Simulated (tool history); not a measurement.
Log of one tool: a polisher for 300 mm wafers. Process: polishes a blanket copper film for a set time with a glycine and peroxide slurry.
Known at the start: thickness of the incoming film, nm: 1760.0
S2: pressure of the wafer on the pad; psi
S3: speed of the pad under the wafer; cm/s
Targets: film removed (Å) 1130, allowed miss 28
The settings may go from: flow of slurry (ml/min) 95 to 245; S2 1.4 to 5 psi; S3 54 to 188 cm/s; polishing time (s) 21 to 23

run 1 day=0 | flow_of_slurry_(ml/min)=155 S2=3.2 S3=120 polishing_time_(s)=23 | film_removed_(Å)=1661.1
run 2 day=0.154 | flow_of_slurry_(ml/min)=145 S2=2.8 S3=120 polishing_time_(s)=23 | film_removed_(Å)=1441.7
run 3 day=0.479 | flow_of_slurry_(ml/min)=120 S2=2.8 S3=120 polishing_time_(s)=23 | film_removed_(Å)=1424.1
run 4 day=0.829 | flow_of_slurry_(ml/min)=120 S2=2.8 S3=120 polishing_time_(s)=23 | film_removed_(Å)=1379.9
run 5 day=0.908 | flow_of_slurry_(ml/min)=115 S2=2.6 S3=120 polishing_time_(s)=23 | film_removed_(Å)=1314.1
run 6 day=0.988 | flow_of_slurry_(ml/min)=100 S2=2.6 S3=120 polishing_time_(s)=23 | film_removed_(Å)=1268.9
run 7 day=1.017 | flow_of_slurry_(ml/min)=100 S2=2.5 S3=120 polishing_time_(s)=23 | film_removed_(Å)=1232.6
run 8 day=1.292 | flow_of_slurry_(ml/min)=100 S2=2.4 S3=120 polishing_time_(s)=23 | film_removed_(Å)=1202.5

4 next moves are on the table. One of them brings every result within its allowed miss. Which?
run A day=1.567 | flow_of_slurry_(ml/min)=100 S2=2.6 S3=118 polishing_time_(s)=23 | film_removed_(Å)=?
run B day=1.567 | flow_of_slurry_(ml/min)=140 S2=2.6 S3=118 polishing_time_(s)=21 | film_removed_(Å)=?
run C day=1.567 | flow_of_slurry_(ml/min)=95 S2=2.8 S3=118 polishing_time_(s)=21 | film_removed_(Å)=?
run D day=1.567 | flow_of_slurry_(ml/min)=95 S2=2.4 S3=128 polishing_time_(s)=21 | film_removed_(Å)=?

move=A film_removed_(Å)=1258
move=B film_removed_(Å)=1220.8
move=C film_removed_(Å)=1210.6
move=D film_removed_(Å)=1138.5
A: further off than the last run
B: further off than the last run
C: further off than the last run
D: meets every target
Answer: D
